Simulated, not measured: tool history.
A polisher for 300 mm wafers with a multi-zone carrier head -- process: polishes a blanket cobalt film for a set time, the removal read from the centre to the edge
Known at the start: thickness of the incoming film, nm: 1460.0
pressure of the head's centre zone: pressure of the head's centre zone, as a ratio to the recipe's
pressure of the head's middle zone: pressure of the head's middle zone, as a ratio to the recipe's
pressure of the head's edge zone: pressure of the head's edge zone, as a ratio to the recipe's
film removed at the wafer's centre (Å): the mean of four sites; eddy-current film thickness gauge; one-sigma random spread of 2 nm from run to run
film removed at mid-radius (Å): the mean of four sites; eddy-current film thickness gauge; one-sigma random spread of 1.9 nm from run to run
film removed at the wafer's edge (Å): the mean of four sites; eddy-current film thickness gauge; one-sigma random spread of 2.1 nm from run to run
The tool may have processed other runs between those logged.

run	hour	flow of slurry (ml/min)	pressure of the head's centre zone	pressure of the head's middle zone	pressure of the head's edge zone	polishing time (s)	film removed at the wafer's centre (Å)	film removed at mid-radius (Å)	film removed at the wafer's edge (Å)
1	0.0	160	1.00	1.00	1.00	31	2398.7	2397.3	2482.4
2	4.5	140	1.00	1.00	1.00	31	2338.3	2451.5	2504.3
3	12.2	160	1.00	0.97	0.96	28	2153.2	2135.9	2208.3
4	12.9	160	1.00	0.97	1.02	28	2136.4	2155.8	2222.2
5	15.4	175	1.02	0.94	1.01	26	2024.2	1931.6	2118.7
6	19.5	175	1.02	0.90	1.01	26	2075.2	1932.3	2091.1
7	22.7	175	1.04	0.89	0.97	25	1988.9	1835.6	1949.1

Predict the results of run 8:
8	29.7	175	1.06	0.87	0.96	24	?	?	?

film removed at the wafer's centre (Å): 1964.8
film removed at mid-radius (Å): 1736.4
film removed at the wafer's edge (Å): 1871.8
